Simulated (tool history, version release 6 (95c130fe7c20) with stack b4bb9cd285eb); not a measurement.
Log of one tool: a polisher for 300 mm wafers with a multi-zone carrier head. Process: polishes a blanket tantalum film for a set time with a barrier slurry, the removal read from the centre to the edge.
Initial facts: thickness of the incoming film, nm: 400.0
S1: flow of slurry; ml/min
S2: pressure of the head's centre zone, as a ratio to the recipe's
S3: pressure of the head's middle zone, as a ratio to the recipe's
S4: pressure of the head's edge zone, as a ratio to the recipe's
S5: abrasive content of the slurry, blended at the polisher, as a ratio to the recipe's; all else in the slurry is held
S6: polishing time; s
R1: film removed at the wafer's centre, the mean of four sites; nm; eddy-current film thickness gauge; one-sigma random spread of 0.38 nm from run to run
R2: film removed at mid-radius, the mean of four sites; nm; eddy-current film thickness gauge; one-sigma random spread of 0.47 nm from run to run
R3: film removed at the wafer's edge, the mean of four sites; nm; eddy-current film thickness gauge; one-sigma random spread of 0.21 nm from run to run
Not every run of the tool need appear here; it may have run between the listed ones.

{"run": 1, "day": 0.0, "S1": 210, "S2": 1, "S3": 1, "S4": 1, "S5": 1, "S6": 40, "R1": 61.963, "R2": 61.562, "R3": 60.936}
{"run": 2, "day": 0.292, "S1": 210, "S2": 1, "S3": 1, "S4": 1, "S5": 1, "S6": 48, "R1": 72.257, "R2": 75.722, "R3": 73.271}
{"run": 3, "day": 0.342, "S1": 210, "S2": 1, "S3": 1, "S4": 0.92, "S5": 1, "S6": 48, "R1": 73.631, "R2": 73.933, "R3": 70.341}
{"run": 4, "day": 0.654, "S1": 190, "S2": 0.95, "S3": 1.02, "S4": 0.93, "S5": 0.85, "S6": 41, "R1": 56.86, "R2": 62.576, "R3": 57.849}
{"run": 5, "day": 0.821, "S1": 180, "S2": 0.91, "S3": 1.01, "S4": 0.92, "S5": 0.75, "S6": 35, "R1": 44.491, "R2": 48.815, "R3": 46.207}
{"run": 6, "day": 1.079, "S1": 180, "S2": 0.83, "S3": 1.01, "S4": 0.92, "S5": 0.75, "S6": 35, "R1": 40.613, "R2": 50.27, "R3": 46.263}

Forecast run 7:
{"run": 7, "day": 1.171, "S1": 145, "S2": 0.81, "S3": 0.94, "S4": 0.86, "S5": 0.5, "S6": 24, "R1": "?", "R2": "?", "R3": "?"}

Run 7 came out at R1 22.774 nm, R2 27.626 nm, R3 26.861 nm.
